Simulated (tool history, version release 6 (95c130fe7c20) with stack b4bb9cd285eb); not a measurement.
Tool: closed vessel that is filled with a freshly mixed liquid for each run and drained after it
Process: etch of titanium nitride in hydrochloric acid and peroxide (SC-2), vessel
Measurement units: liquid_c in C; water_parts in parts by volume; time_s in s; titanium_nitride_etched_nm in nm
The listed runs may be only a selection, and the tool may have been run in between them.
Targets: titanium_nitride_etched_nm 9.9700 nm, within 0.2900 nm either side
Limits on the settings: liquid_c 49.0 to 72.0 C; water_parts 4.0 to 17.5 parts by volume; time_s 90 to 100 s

{"run": 1, "hour": 0.0, "liquid_c": 65.0, "water_parts": 9.5, "time_s": 90, "titanium_nitride_etched_nm": 8.2654}
{"run": 2, "hour": 3.2, "liquid_c": 65.0, "water_parts": 9.5, "time_s": 90, "titanium_nitride_etched_nm": 8.4109}
{"run": 3, "hour": 6.1, "liquid_c": 65.0, "water_parts": 9.5, "time_s": 100, "titanium_nitride_etched_nm": 9.0229}
{"run": 4, "hour": 12.5, "liquid_c": 69.5, "water_parts": 9.5, "time_s": 100, "titanium_nitride_etched_nm": 12.288}
{"run": 5, "hour": 21.1, "liquid_c": 69.5, "water_parts": 6.0, "time_s": 100, "titanium_nitride_etched_nm": 17.414}
{"run": 6, "hour": 25.8, "liquid_c": 69.5, "water_parts": 4.0, "time_s": 100, "titanium_nitride_etched_nm": 23.083}
{"run": 7, "hour": 34.5, "liquid_c": 66.5, "water_parts": 4.0, "time_s": 100, "titanium_nitride_etched_nm": 19.258}
{"run": 8, "hour": 35.8, "liquid_c": 64.0, "water_parts": 4.0, "time_s": 100, "titanium_nitride_etched_nm": 16.571}
{"run": 9, "hour": 41.1, "liquid_c": 62.0, "water_parts": 4.0, "time_s": 100, "titanium_nitride_etched_nm": 14.491}
{"run": 10, "hour": 47.7, "liquid_c": 60.5, "water_parts": 4.0, "time_s": 100, "titanium_nitride_etched_nm": 13.479}
{"run": 11, "hour": 48.9, "liquid_c": 59.5, "water_parts": 4.0, "time_s": 100, "titanium_nitride_etched_nm": 12.409}
{"run": 12, "hour": 54.0, "liquid_c": 59.0, "water_parts": 4.0, "time_s": 100, "titanium_nitride_etched_nm": 12.18}
{"run": 13, "hour": 58.1, "liquid_c": 58.5, "water_parts": 4.0, "time_s": 100, "titanium_nitride_etched_nm": 11.824}
{"run": 14, "hour": 65.3, "liquid_c": 58.5, "water_parts": 4.0, "time_s": 100, "titanium_nitride_etched_nm": 11.811}
{"run": 15, "hour": 73.1, "liquid_c": 55.0, "water_parts": 4.0, "time_s": 100, "titanium_nitride_etched_nm": 9.4623}

Exactly one of the 5 candidate moves below puts every result within its allowed miss. Which one?
{"run": "A", "hour": 80.9, "liquid_c": 57.0, "water_parts": 4.0, "time_s": 100, "titanium_nitride_etched_nm": "?"}
{"run": "B", "hour": 80.9, "liquid_c": 57.0, "water_parts": 4.5, "time_s": 100, "titanium_nitride_etched_nm": "?"}
{"run": "C", "hour": 80.9, "liquid_c": 58.5, "water_parts": 4.5, "time_s": 100, "titanium_nitride_etched_nm": "?"}
{"run": "D", "hour": 80.9, "liquid_c": 59.0, "water_parts": 5.0, "time_s": 90, "titanium_nitride_etched_nm": "?"}
{"run": "E", "hour": 80.9, "liquid_c": 60.5, "water_parts": 5.5, "time_s": 100, "titanium_nitride_etched_nm": "?"}

move=A titanium_nitride_etched_nm=10.7430
move=B titanium_nitride_etched_nm=9.9169
move=C titanium_nitride_etched_nm=10.9090
move=D titanium_nitride_etched_nm=9.4099
move=E titanium_nitride_etched_nm=10.7230
A: takes the result that was furthest off past its target
B: in spec on every target
C: takes the result that was furthest off past its target
D: further off than the last run
E: takes the result that was furthest off past its target
Correct choice: B, which meets every target
